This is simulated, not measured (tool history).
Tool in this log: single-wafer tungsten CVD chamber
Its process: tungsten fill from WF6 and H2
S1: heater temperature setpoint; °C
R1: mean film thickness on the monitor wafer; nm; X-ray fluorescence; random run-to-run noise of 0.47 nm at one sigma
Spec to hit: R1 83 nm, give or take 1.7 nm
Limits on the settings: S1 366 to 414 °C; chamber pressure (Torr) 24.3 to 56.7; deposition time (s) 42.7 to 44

Run 1, hour 0: S1 390 °C, chamber pressure (Torr) 40.5, deposition time (s) 42.7. Result: R1 115.04 nm.
Run 2, hour 7.1: S1 386 °C, chamber pressure (Torr) 40.3, deposition time (s) 42.7. Result: R1 104.3 nm.
Run 3, hour 15.2: S1 386 °C, chamber pressure (Torr) 40.3, deposition time (s) 44. Result: R1 108.39 nm.
Run 4, hour 24.2: S1 386 °C, chamber pressure (Torr) 45.1, deposition time (s) 44. Result: R1 114.27 nm.
Run 5, hour 27.7: S1 392 °C, chamber pressure (Torr) 45.1, deposition time (s) 44. Result: R1 128.57 nm.
Run 6, hour 29.9: S1 392 °C, chamber pressure (Torr) 45.1, deposition time (s) 44. Result: R1 130.26 nm.
Run 7, hour 36.6: S1 387 °C, chamber pressure (Torr) 44.9, deposition time (s) 44. Result: R1 116.43 nm.
Run 8, hour 44.5: S1 383 °C, chamber pressure (Torr) 44.8, deposition time (s) 44. Result: R1 106.95 nm.
Run 9, hour 52.5: S1 380 °C, chamber pressure (Torr) 44.7, deposition time (s) 44. Result: R1 98.473 nm.
Run 10, hour 58.5: S1 371 °C, chamber pressure (Torr) 44.4, deposition time (s) 44. Result: R1 79.451 nm.

Consider the 5 candidate settings below. Which is the only one whose results all fall within their allowed miss of target?
Run A, hour 64.5: S1 374 °C, chamber pressure (Torr) 42, deposition time (s) 43.5. Result: R1 ?.
Run B, hour 64.5: S1 373 °C, chamber pressure (Torr) 38.7, deposition time (s) 43.5. Result: R1 ?.
Run C, hour 64.5: S1 376 °C, chamber pressure (Torr) 40.7, deposition time (s) 44. Result: R1 ?.
Run D, hour 64.5: S1 376 °C, chamber pressure (Torr) 42.4, deposition time (s) 44. Result: R1 ?.
Run E, hour 64.5: S1 372 °C, chamber pressure (Torr) 50.7, deposition time (s) 44. Result: R1 ?.

move      R1
   A  82.733
   B  77.906
   C  86.552
   D  88.132
   E  86.635
A: every result lands within tolerance
B: the biggest miss grows against the last run
C: moves the result that the last run missed by most past its target, out the other side
D: moves the result that the last run missed by most past its target, out the other side
E: moves the result that the last run missed by most past its target, out the other side
So the answer is move A, the one that meets all the targets.
